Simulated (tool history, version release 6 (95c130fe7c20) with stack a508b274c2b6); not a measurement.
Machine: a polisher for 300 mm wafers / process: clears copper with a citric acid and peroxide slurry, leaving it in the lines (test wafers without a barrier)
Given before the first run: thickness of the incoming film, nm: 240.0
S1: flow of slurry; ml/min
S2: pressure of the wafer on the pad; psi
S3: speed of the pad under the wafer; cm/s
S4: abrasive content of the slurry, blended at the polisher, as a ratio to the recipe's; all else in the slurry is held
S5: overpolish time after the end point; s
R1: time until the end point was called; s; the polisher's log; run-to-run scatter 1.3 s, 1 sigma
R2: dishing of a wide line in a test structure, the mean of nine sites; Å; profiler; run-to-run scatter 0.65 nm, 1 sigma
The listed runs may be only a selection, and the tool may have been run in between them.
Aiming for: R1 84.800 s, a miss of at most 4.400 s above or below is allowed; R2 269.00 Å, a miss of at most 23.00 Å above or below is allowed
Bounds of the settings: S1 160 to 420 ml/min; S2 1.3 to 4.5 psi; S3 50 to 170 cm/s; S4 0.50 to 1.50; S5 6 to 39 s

run 1 day=0.000 | S1=270 S2=2.9 S3=110 S4=1.00 S5=20 | R1=123.440 R2=241.14
run 2 day=0.171 | S1=270 S2=2.9 S3=110 S4=1.00 S5=17 | R1=119.710 R2=211.61
run 3 day=0.379 | S1=270 S2=2.9 S3=110 S4=1.10 S5=17 | R1=115.370 R2=218.30
run 4 day=0.496 | S1=205 S2=2.9 S3=110 S4=1.10 S5=17 | R1=119.890 R2=212.57
run 5 day=0.808 | S1=205 S2=3.0 S3=110 S4=1.10 S5=17 | R1=114.840 R2=218.78
run 6 day=1.171 | S1=205 S2=3.0 S3=110 S4=1.10 S5=22 | R1=116.380 R2=272.17
run 7 day=1.304 | S1=205 S2=3.1 S3=110 S4=1.10 S5=21 | R1=112.660 R2=273.22
run 8 day=1.500 | S1=205 S2=3.9 S3=114 S4=1.10 S5=13 | R1=85.997 R2=220.96
run 9 day=1.550 | S1=205 S2=3.9 S3=116 S4=1.10 S5=18 | R1=86.369 R2=288.49

Which single option among these 4 for the next run brings every result within its allowed miss of target? Just one does.
run A day=1.600 | S1=290 S2=3.8 S3=122 S4=1.25 S5=19 | R1=? R2=?
run B day=1.600 | S1=215 S2=4.0 S3=112 S4=1.15 S5=16 | R1=? R2=?
run C day=1.600 | S1=235 S2=3.7 S3=110 S4=1.15 S5=19 | R1=? R2=?
run D day=1.600 | S1=230 S2=4.1 S3=108 S4=1.10 S5=20 | R1=? R2=?

move=A R1=79.599 R2=340.56
move=B R1=86.527 R2=277.66
move=C R1=93.839 R2=298.04
move=D R1=87.466 R2=330.76
A: its largest miss is bigger than the last run's
B: hits every target within its allowed miss
C: its largest miss is bigger than the last run's
D: its largest miss is bigger than the last run's
B is the move that brings every result within its allowed miss.
